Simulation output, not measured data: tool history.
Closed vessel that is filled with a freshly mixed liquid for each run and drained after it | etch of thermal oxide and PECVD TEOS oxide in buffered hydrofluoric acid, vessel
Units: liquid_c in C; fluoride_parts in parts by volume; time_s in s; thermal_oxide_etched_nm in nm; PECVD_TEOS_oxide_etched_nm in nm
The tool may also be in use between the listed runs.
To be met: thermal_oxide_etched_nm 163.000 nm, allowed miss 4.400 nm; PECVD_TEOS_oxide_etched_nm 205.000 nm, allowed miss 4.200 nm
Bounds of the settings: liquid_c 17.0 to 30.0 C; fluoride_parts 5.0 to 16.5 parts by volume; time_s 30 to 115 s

run 1 hour=0.0 | liquid_c=22.0 fluoride_parts=10.0 time_s=60 | thermal_oxide_etched_nm=64.797 PECVD_TEOS_oxide_etched_nm=81.667
run 2 hour=4.5 | liquid_c=24.0 fluoride_parts=9.0 time_s=60 | thermal_oxide_etched_nm=77.830 PECVD_TEOS_oxide_etched_nm=97.230
run 3 hour=8.6 | liquid_c=24.0 fluoride_parts=9.0 time_s=85 | thermal_oxide_etched_nm=108.760 PECVD_TEOS_oxide_etched_nm=137.320
run 4 hour=17.8 | liquid_c=24.0 fluoride_parts=9.0 time_s=100 | thermal_oxide_etched_nm=128.720 PECVD_TEOS_oxide_etched_nm=161.290
run 5 hour=24.1 | liquid_c=22.5 fluoride_parts=9.0 time_s=100 | thermal_oxide_etched_nm=119.390 PECVD_TEOS_oxide_etched_nm=148.180
run 6 hour=27.0 | liquid_c=24.0 fluoride_parts=9.0 time_s=100 | thermal_oxide_etched_nm=130.170 PECVD_TEOS_oxide_etched_nm=162.460
run 7 hour=32.3 | liquid_c=25.0 fluoride_parts=9.0 time_s=100 | thermal_oxide_etched_nm=136.370 PECVD_TEOS_oxide_etched_nm=171.420
run 8 hour=38.0 | liquid_c=29.0 fluoride_parts=9.0 time_s=100 | thermal_oxide_etched_nm=168.440 PECVD_TEOS_oxide_etched_nm=211.610

Which of these 4 next moves meets every target?
run A hour=43.7 | liquid_c=30.0 fluoride_parts=7.0 time_s=70 | thermal_oxide_etched_nm=? PECVD_TEOS_oxide_etched_nm=?
run B hour=43.7 | liquid_c=25.5 fluoride_parts=9.5 time_s=115 | thermal_oxide_etched_nm=? PECVD_TEOS_oxide_etched_nm=?
run C hour=43.7 | liquid_c=17.0 fluoride_parts=5.0 time_s=115 | thermal_oxide_etched_nm=? PECVD_TEOS_oxide_etched_nm=?
run D hour=43.7 | liquid_c=30.0 fluoride_parts=11.5 time_s=105 | thermal_oxide_etched_nm=? PECVD_TEOS_oxide_etched_nm=?

move=A thermal_oxide_etched_nm=164.410 PECVD_TEOS_oxide_etched_nm=203.400
move=B thermal_oxide_etched_nm=156.630 PECVD_TEOS_oxide_etched_nm=193.780
move=C thermal_oxide_etched_nm=177.110 PECVD_TEOS_oxide_etched_nm=219.110
move=D thermal_oxide_etched_nm=153.570 PECVD_TEOS_oxide_etched_nm=189.980
A: meets every target
B: takes the result that was furthest off past its target
C: further off than the last run
D: takes the result that was furthest off past its target
Answer: A

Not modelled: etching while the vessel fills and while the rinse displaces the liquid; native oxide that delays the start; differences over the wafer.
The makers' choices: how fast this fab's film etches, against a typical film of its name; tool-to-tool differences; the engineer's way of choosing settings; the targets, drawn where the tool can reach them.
